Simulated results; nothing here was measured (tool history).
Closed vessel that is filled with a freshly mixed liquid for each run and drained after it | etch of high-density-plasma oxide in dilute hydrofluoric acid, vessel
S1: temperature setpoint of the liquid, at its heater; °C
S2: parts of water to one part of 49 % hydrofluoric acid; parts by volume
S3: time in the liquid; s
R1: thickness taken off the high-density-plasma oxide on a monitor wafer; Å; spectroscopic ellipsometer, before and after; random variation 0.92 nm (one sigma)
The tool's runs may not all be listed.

run  hour    S1  S2   S3      R1
  1     0    26  85  815  541.98
  2   1.5    27  80  815   598.2
  3     8    27  95  815  493.02
  4  12.5    28  85  815  589.54
  5  13.9    30  85  815  636.56
  6    19  27.5  85  815  571.47
  7  21.3  28.5  80  815  636.59
  8  23.7  29.5  75  815  711.91
  9  29.3    30  70  815  786.38
 10  30.2  30.5  65  815  860.85
 11  33.4  30.5  65  815  867.89

Run 12 comes next. What will it give?
 12  34.7  31  60  815   ?

{"run 12": {"R1": 978.14}}

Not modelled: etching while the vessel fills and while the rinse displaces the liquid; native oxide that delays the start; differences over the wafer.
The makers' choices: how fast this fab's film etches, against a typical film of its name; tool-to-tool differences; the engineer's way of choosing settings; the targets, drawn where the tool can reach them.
